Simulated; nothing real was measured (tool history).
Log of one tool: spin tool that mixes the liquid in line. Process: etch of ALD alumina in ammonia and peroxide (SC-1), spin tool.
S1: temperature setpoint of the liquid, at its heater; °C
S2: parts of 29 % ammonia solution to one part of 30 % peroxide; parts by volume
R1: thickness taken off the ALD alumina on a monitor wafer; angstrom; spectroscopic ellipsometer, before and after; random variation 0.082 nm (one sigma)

Run 1, hour 0.0: S1 63.0 °C, S2 0.8 parts by volume, time under the liquid (s) 50. Result: R1 76.244 angstrom.
Run 2, hour 3.5: S1 63.5 °C, S2 0.8 parts by volume, time under the liquid (s) 50. Result: R1 77.294 angstrom.
Run 3, hour 7.8: S1 63.5 °C, S2 0.6 parts by volume, time under the liquid (s) 50. Result: R1 75.593 angstrom.
Run 4, hour 14.6: S1 64.0 °C, S2 0.6 parts by volume, time under the liquid (s) 50. Result: R1 76.351 angstrom.
Run 5, hour 20.0: S1 64.5 °C, S2 0.6 parts by volume, time under the liquid (s) 50. Result: R1 80.667 angstrom.
Run 6, hour 24.6: S1 57.5 °C, S2 0.6 parts by volume, time under the liquid (s) 50. Result: R1 55.861 angstrom.

Run 7 comes next. What will it give?
Run 7, hour 33.1: S1 59.5 °C, S2 0.6 parts by volume, time under the liquid (s) 50. Result: R1 ?.

R1: 62.210 angstrom
